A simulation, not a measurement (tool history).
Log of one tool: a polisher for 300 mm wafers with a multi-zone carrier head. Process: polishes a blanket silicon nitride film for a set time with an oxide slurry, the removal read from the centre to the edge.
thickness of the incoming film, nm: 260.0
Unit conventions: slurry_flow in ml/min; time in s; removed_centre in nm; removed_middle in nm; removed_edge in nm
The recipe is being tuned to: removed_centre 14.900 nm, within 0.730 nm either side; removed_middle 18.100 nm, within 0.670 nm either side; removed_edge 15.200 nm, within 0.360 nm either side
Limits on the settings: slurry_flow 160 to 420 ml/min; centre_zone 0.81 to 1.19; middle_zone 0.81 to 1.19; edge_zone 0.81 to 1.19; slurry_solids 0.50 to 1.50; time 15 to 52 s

{"run": 1, "hour": 0.0, "slurry_flow": 270, "centre_zone": 1.0, "middle_zone": 1.0, "edge_zone": 1.0, "slurry_solids": 1.0, "time": 33, "removed_centre": 26.686, "removed_middle": 26.837, "removed_edge": 24.915}
{"run": 2, "hour": 2.9, "slurry_flow": 270, "centre_zone": 0.96, "middle_zone": 1.0, "edge_zone": 1.0, "slurry_solids": 1.0, "time": 33, "removed_centre": 25.507, "removed_middle": 26.655, "removed_edge": 24.996}
{"run": 3, "hour": 5.2, "slurry_flow": 270, "centre_zone": 0.96, "middle_zone": 1.04, "edge_zone": 1.0, "slurry_solids": 1.0, "time": 33, "removed_centre": 24.936, "removed_middle": 28.369, "removed_edge": 25.05}
{"run": 4, "hour": 5.8, "slurry_flow": 265, "centre_zone": 0.94, "middle_zone": 1.03, "edge_zone": 0.95, "slurry_solids": 0.85, "time": 31, "removed_centre": 21.929, "removed_middle": 23.32, "removed_edge": 21.12}
{"hour": 9.5, "done": "edge zone pressure recalibrated"}
{"run": 5, "hour": 9.5, "slurry_flow": 260, "centre_zone": 0.9, "middle_zone": 1.06, "edge_zone": 0.92, "slurry_solids": 0.75, "time": 30, "removed_centre": 18.293, "removed_middle": 21.762, "removed_edge": 19.547}
{"run": 6, "hour": 16.7, "slurry_flow": 265, "centre_zone": 0.91, "middle_zone": 1.08, "edge_zone": 0.89, "slurry_solids": 0.65, "time": 29, "removed_centre": 16.62, "removed_middle": 19.037, "removed_edge": 17.103}
{"run": 7, "hour": 21.2, "slurry_flow": 265, "centre_zone": 0.91, "middle_zone": 1.11, "edge_zone": 0.87, "slurry_solids": 0.6, "time": 29, "removed_centre": 15.84, "removed_middle": 18.441, "removed_edge": 16.064}
{"run": 8, "hour": 28.0, "slurry_flow": 260, "centre_zone": 0.91, "middle_zone": 1.12, "edge_zone": 0.86, "slurry_solids": 0.6, "time": 29, "removed_centre": 15.836, "removed_middle": 18.879, "removed_edge": 16.001}
{"run": 9, "hour": 34.1, "slurry_flow": 260, "centre_zone": 0.91, "middle_zone": 1.12, "edge_zone": 0.86, "slurry_solids": 0.6, "time": 29, "removed_centre": 15.941, "removed_middle": 18.669, "removed_edge": 16.018}
{"run": 10, "hour": 41.7, "slurry_flow": 260, "centre_zone": 0.9, "middle_zone": 1.13, "edge_zone": 0.84, "slurry_solids": 0.6, "time": 29, "removed_centre": 15.494, "removed_middle": 18.867, "removed_edge": 15.535}

Of the 4 settings listed for the next run, only one would bring every result within its allowed miss of target. Which one?
{"run": "A", "hour": 49.3, "slurry_flow": 170, "centre_zone": 0.89, "middle_zone": 1.09, "edge_zone": 0.81, "slurry_solids": 0.6, "time": 30, "removed_centre": "?", "removed_middle": "?", "removed_edge": "?"}
{"run": "B", "hour": 49.3, "slurry_flow": 260, "centre_zone": 0.92, "middle_zone": 1.04, "edge_zone": 0.96, "slurry_solids": 0.5, "time": 31, "removed_centre": "?", "removed_middle": "?", "removed_edge": "?"}
{"run": "C", "hour": 49.3, "slurry_flow": 190, "centre_zone": 1.09, "middle_zone": 1.03, "edge_zone": 0.89, "slurry_solids": 0.5, "time": 32, "removed_centre": "?", "removed_middle": "?", "removed_edge": "?"}
{"run": "D", "hour": 49.3, "slurry_flow": 220, "centre_zone": 0.87, "middle_zone": 1.12, "edge_zone": 0.93, "slurry_solids": 0.65, "time": 27, "removed_centre": "?", "removed_middle": "?", "removed_edge": "?"}

move=A removed_centre=14.740 removed_middle=17.947 removed_edge=15.303
move=B removed_centre=14.891 removed_middle=16.865 removed_edge=15.733
move=C removed_centre=17.294 removed_middle=16.481 removed_edge=15.140
move=D removed_centre=14.413 removed_middle=18.183 removed_edge=15.986
A: in spec on every target
B: takes the biggest miss from the last run beyond its target
C: takes the biggest miss from the last run beyond its target
D: brings the result that was furthest off to its target, and leaves another outside
A meets every target.

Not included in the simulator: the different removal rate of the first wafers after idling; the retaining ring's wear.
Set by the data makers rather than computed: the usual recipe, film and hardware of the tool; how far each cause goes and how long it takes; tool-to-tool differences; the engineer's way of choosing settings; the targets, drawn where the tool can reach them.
